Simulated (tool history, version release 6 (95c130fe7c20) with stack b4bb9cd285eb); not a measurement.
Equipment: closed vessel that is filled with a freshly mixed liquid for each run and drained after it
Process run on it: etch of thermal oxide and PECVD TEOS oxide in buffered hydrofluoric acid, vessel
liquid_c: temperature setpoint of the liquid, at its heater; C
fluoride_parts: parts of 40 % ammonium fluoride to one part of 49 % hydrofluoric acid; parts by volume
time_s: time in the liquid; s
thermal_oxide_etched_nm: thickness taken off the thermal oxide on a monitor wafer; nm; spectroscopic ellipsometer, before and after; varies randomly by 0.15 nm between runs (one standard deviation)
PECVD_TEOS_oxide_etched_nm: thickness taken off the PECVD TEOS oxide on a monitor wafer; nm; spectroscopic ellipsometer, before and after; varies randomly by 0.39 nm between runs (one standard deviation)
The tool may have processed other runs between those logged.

run	hour	liquid_c	fluoride_parts	time_s	thermal_oxide_etched_nm	PECVD_TEOS_oxide_etched_nm
1	0.0	21.0	18.5	60	29.636	64.477
2	2.4	18.5	18.5	60	25.285	54.717
3	4.7	18.5	18.5	75	31.927	68.541
4	13.8	18.5	18.5	50	21.155	46.052
5	17.0	18.5	23.0	50	17.791	38.667
6	23.2	20.0	23.0	50	19.395	41.601

Expected results for the next run?
7	30.0	21.0	23.0	50	?	?

thermal_oxide_etched_nm: 20.377 nm
PECVD_TEOS_oxide_etched_nm: 44.532 nm

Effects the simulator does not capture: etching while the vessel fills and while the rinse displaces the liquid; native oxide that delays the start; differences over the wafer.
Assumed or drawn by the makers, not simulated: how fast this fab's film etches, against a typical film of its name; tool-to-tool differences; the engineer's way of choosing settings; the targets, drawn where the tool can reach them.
